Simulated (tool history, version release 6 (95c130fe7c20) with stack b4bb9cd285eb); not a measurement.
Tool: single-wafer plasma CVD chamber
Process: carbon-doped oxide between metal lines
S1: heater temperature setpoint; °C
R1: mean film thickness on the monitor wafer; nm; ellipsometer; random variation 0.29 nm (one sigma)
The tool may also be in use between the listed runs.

Run 1, hour 0.0: S1 340 °C, chamber pressure (Pa) 803, RF power (W) 555, deposition time (s) 20.9. Result: R1 120.580 nm.
Run 2, hour 2.0: S1 340 °C, chamber pressure (Pa) 803, RF power (W) 490, deposition time (s) 20.9. Result: R1 113.050 nm.
Run 3, hour 4.1: S1 340 °C, chamber pressure (Pa) 803, RF power (W) 420, deposition time (s) 20.9. Result: R1 103.600 nm.
Run 4, hour 10.3: S1 340 °C, chamber pressure (Pa) 803, RF power (W) 420, deposition time (s) 19.9. Result: R1 98.166 nm.
Run 5, hour 11.5: S1 340 °C, chamber pressure (Pa) 803, RF power (W) 495, deposition time (s) 19.9. Result: R1 108.270 nm.
Run 6, hour 14.1: S1 350 °C, chamber pressure (Pa) 803, RF power (W) 495, deposition time (s) 19.9. Result: R1 104.780 nm.
Run 7, hour 16.3: S1 345 °C, chamber pressure (Pa) 856, RF power (W) 535, deposition time (s) 20.0. Result: R1 111.970 nm.
Run 8, hour 22.5: S1 340 °C, chamber pressure (Pa) 867, RF power (W) 570, deposition time (s) 20.1. Result: R1 118.330 nm.

The next listed run, before its measurement:
Run 9, hour 27.5: S1 337 °C, chamber pressure (Pa) 869, RF power (W) 595, deposition time (s) 20.2. Result: R1 ?.

R1: 123.800 nm
